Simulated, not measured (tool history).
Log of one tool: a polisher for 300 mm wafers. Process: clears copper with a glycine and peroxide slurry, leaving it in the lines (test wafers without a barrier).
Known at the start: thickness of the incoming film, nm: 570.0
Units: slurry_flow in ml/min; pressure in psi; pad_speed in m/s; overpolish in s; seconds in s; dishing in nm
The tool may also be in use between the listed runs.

| run | day | slurry_flow | pressure | pad_speed | overpolish | seconds | dishing |
|---|---|---|---|---|---|---|---|
| 1 | 0.000 | 125 | 3.0 | 0.94 | 25 | 104.970 | 48.130 |
| 2 | 0.108 | 125 | 2.8 | 0.92 | 26 | 112.880 | 47.825 |
| 3 | 0.279 | 125 | 2.6 | 0.90 | 27 | 124.560 | 47.453 |
| 4 | 0.646 | 125 | 2.6 | 0.90 | 19 | 123.790 | 39.491 |
| 5 | 0.846 | 125 | 3.2 | 0.90 | 19 | 104.400 | 42.610 |
| 6 | 1.171 | 125 | 3.9 | 0.90 | 19 | 87.828 | 48.205 |

The next listed run, before its measurement:
| 7 | 1.421 | 125 | 3.6 | 0.88 | 21 | ? | ? |

seconds: 96.446 s
dishing: 47.263 nm
